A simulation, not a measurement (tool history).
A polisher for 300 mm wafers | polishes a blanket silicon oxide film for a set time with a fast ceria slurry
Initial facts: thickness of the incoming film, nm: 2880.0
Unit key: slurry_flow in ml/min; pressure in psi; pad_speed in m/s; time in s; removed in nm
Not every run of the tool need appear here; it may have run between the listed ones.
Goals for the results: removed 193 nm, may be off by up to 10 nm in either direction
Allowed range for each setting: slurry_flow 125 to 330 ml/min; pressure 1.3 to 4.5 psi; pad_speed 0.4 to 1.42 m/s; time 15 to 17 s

run	hour	slurry_flow	pressure	pad_speed	time	removed
1	0	210	2.9	0.9	17	281.84
2	3.7	210	2.7	0.9	17	266
3	6.9	170	2.7	0.9	17	247.32
4	10.6	170	3.2	0.9	17	294.71
5	12.5	165	3	0.9	17	274.94
6	19.2	165	2.8	0.9	17	256.22
7	26.8	160	2.7	0.9	17	248.76
8	33.5	160	1.9	0.88	17	171.2

Which one of the following 4 next-run settings gets every result inside its allowed miss? There is exactly one.
A	40.2	140	1.8	0.82	17	?
B	40.2	125	1.6	1.18	15	?
C	40.2	150	1.9	0.9	16	?
D	40.2	130	2.5	0.84	16	?

move	removed
A	151.31
B	166.46
C	166.13
D	193.86
A: lands further from the targets than the last run did
B: lands further from the targets than the last run did
C: lands further from the targets than the last run did
D: all results land within tolerance of their targets
Move D is the one to make.
